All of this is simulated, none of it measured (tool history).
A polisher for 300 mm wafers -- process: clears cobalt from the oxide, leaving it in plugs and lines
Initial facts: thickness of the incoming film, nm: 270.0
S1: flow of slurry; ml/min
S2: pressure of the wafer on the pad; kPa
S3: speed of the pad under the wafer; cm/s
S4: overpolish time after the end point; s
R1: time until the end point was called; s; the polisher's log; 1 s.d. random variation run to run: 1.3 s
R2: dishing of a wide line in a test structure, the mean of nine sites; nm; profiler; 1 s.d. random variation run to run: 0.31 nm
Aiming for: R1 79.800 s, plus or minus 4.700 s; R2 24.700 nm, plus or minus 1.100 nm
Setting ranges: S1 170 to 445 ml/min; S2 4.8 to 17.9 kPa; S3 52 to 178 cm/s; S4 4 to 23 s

run 1 hour=0.0 | S1=285 S2=11.0 S3=114 S4=12 | R1=70.015 R2=35.040
run 2 hour=9.0 | S1=285 S2=11.0 S3=114 S4=11 | R1=70.306 R2=34.222
run 3 hour=10.6 | S1=285 S2=8.3 S3=114 S4=11 | R1=92.007 R2=28.090
run 4 hour=17.7 | S1=230 S2=8.3 S3=114 S4=11 | R1=97.461 R2=27.564
run 5 hour=23.8 | S1=230 S2=8.3 S3=136 S4=11 | R1=79.359 R2=30.546
run 6 hour=27.7 | S1=230 S2=10.3 S3=136 S4=11 | R1=65.427 R2=35.910
run 7 hour=30.0 | S1=235 S2=10.3 S3=136 S4=11 | R1=64.443 R2=35.896
run 8 hour=38.4 | S1=240 S2=10.3 S3=136 S4=11 | R1=65.140 R2=35.374
run 9 hour=46.3 | S1=245 S2=10.3 S3=136 S4=11 | R1=63.954 R2=35.706
run 10 hour=51.4 | S1=250 S2=10.3 S3=136 S4=11 | R1=63.777 R2=35.472
run 11 hour=56.9 | S1=255 S2=10.3 S3=136 S4=11 | R1=64.941 R2=34.775
run 12 hour=61.6 | S1=260 S2=10.3 S3=136 S4=11 | R1=63.005 R2=35.467
run 13 hour=65.4 | S1=275 S2=8.3 S3=138 S4=9 | R1=78.348 R2=27.821

Of the 4 settings listed for the next run, only one would bring every result within its allowed miss of target. Which one?
run A hour=69.2 | S1=265 S2=9.0 S3=122 S4=11 | R1=? R2=?
run B hour=69.2 | S1=265 S2=8.3 S3=130 S4=13 | R1=? R2=?
run C hour=69.2 | S1=255 S2=7.6 S3=144 S4=8 | R1=? R2=?
run D hour=69.2 | S1=270 S2=8.3 S3=140 S4=12 | R1=? R2=?

move=A R1=78.543 R2=31.098
move=B R1=79.800 R2=34.353
move=C R1=78.928 R2=24.632
move=D R1=74.142 R2=34.194
A: misses by more than the last run did
B: misses by more than the last run did
C: in spec on every target
D: misses by more than the last run did
Correct choice: C, which meets every target
